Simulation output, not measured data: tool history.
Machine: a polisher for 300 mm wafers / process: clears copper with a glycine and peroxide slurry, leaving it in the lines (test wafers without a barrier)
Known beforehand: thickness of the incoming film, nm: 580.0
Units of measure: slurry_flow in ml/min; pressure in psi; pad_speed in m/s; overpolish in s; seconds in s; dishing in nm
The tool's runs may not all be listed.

{"run": 1, "day": 0.0, "slurry_flow": 295, "pressure": 1.7, "pad_speed": 1.18, "overpolish": 16, "seconds": 174.37, "dishing": 32.942}
{"run": 2, "day": 0.121, "slurry_flow": 295, "pressure": 1.7, "pad_speed": 0.96, "overpolish": 16, "seconds": 200.66, "dishing": 30.512}
{"run": 3, "day": 0.392, "slurry_flow": 295, "pressure": 1.9, "pad_speed": 1.04, "overpolish": 16, "seconds": 177.62, "dishing": 33.311}
{"run": 4, "day": 0.417, "slurry_flow": 295, "pressure": 1.9, "pad_speed": 0.8, "overpolish": 16, "seconds": 213.57, "dishing": 29.779}
{"run": 5, "day": 0.596, "slurry_flow": 295, "pressure": 1.9, "pad_speed": 1.08, "overpolish": 16, "seconds": 168.03, "dishing": 34.453}
{"run": 6, "day": 0.638, "slurry_flow": 295, "pressure": 1.9, "pad_speed": 1.08, "overpolish": 22, "seconds": 166.74, "dishing": 41.19}
{"run": 7, "day": 0.929, "slurry_flow": 295, "pressure": 2.1, "pad_speed": 1.12, "overpolish": 21, "seconds": 153.87, "dishing": 43.137}

Forecast run 8:
{"run": 8, "day": 1.179, "slurry_flow": 305, "pressure": 2.6, "pad_speed": 1.46, "overpolish": 16, "seconds": "?", "dishing": "?"}

seconds: 103.87 s
dishing: 47.151 nm
